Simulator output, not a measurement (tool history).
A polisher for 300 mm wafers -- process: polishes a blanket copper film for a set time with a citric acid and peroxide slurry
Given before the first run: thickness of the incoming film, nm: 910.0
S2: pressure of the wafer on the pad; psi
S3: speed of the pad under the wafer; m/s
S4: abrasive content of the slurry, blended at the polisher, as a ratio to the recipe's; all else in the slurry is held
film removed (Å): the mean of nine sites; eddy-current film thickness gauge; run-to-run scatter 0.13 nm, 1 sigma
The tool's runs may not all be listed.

run 1 day=0 | flow_of_slurry_(ml/min)=125 S2=2.9 S3=0.82 S4=1 polishing_time_(s)=25 | film_removed_(Å)=403.5
run 2 day=0.117 | flow_of_slurry_(ml/min)=120 S2=2.5 S3=0.78 S4=1 polishing_time_(s)=25 | film_removed_(Å)=338.17
run 3 day=0.321 | flow_of_slurry_(ml/min)=120 S2=3.1 S3=0.78 S4=1 polishing_time_(s)=25 | film_removed_(Å)=412.1
run 4 day=0.404 | flow_of_slurry_(ml/min)=120 S2=3.1 S3=0.78 S4=1 polishing_time_(s)=22 | film_removed_(Å)=354.34
run 5 day=0.504 | flow_of_slurry_(ml/min)=120 S2=3.1 S3=0.78 S4=0.9 polishing_time_(s)=22 | film_removed_(Å)=353.58
run 6 day=0.596 | flow_of_slurry_(ml/min)=140 S2=3.1 S3=0.78 S4=0.9 polishing_time_(s)=22 | film_removed_(Å)=365.65
run 7 day=0.662 | flow_of_slurry_(ml/min)=130 S2=2.6 S3=0.76 S4=0.9 polishing_time_(s)=22 | film_removed_(Å)=297.04
run 8 day=1.008 | flow_of_slurry_(ml/min)=125 S2=2.3 S3=0.76 S4=0.9 polishing_time_(s)=22 | film_removed_(Å)=267.13
run 9 day=1.367 | flow_of_slurry_(ml/min)=120 S2=2.1 S3=0.76 S4=0.9 polishing_time_(s)=22 | film_removed_(Å)=243.79
run 10 day=1.646 | flow_of_slurry_(ml/min)=110 S2=2 S3=0.76 S4=0.9 polishing_time_(s)=22 | film_removed_(Å)=227.46
run 11 day=2.008 | flow_of_slurry_(ml/min)=105 S2=1.9 S3=0.76 S4=0.9 polishing_time_(s)=22 | film_removed_(Å)=216.15
run 12 day=2.183 | flow_of_slurry_(ml/min)=100 S2=1.9 S3=0.76 S4=0.9 polishing_time_(s)=22 | film_removed_(Å)=216.16
run 13 day=2.379 | flow_of_slurry_(ml/min)=100 S2=1.9 S3=0.76 S4=0.9 polishing_time_(s)=22 | film_removed_(Å)=216.02

For run 14, what comes out?
run 14 day=2.638 | flow_of_slurry_(ml/min)=95 S2=1.8 S3=0.76 S4=0.9 polishing_time_(s)=22 | film_removed_(Å)=?

film removed (Å): 202.62
